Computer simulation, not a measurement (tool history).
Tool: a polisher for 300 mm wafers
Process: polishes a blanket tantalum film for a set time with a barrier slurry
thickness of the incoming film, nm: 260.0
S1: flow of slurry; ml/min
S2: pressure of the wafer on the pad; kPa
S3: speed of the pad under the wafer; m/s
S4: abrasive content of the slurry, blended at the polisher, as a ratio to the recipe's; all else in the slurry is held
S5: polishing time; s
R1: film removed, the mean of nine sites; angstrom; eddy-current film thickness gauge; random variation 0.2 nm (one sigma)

Run 1, hour 0: S1 295 ml/min, S2 15.9 kPa, S3 0.76 m/s, S4 1, S5 32 s. Result: R1 394.67 angstrom.
Run 2, hour 8: S1 295 ml/min, S2 12.4 kPa, S3 0.76 m/s, S4 1, S5 32 s. Result: R1 332.1 angstrom.
Run 3, hour 8.7: S1 240 ml/min, S2 12.4 kPa, S3 0.76 m/s, S4 1, S5 32 s. Result: R1 317.83 angstrom.
Run 4, hour 10.6: S1 240 ml/min, S2 12.4 kPa, S3 0.76 m/s, S4 1.2, S5 32 s. Result: R1 338.38 angstrom.
Run 5, hour 12.6: S1 240 ml/min, S2 11.7 kPa, S3 0.74 m/s, S4 1.2, S5 32 s. Result: R1 318.19 angstrom.
Run 6, hour 16.1: S1 240 ml/min, S2 11 kPa, S3 0.72 m/s, S4 1.2, S5 32 s. Result: R1 297.23 angstrom.

The next listed run, before its measurement:
Run 7, hour 17.3: S1 240 ml/min, S2 10.3 kPa, S3 0.7 m/s, S4 1.2, S5 32 s. Result: R1 ?.

Run 7 gave R1 287.52 angstrom.
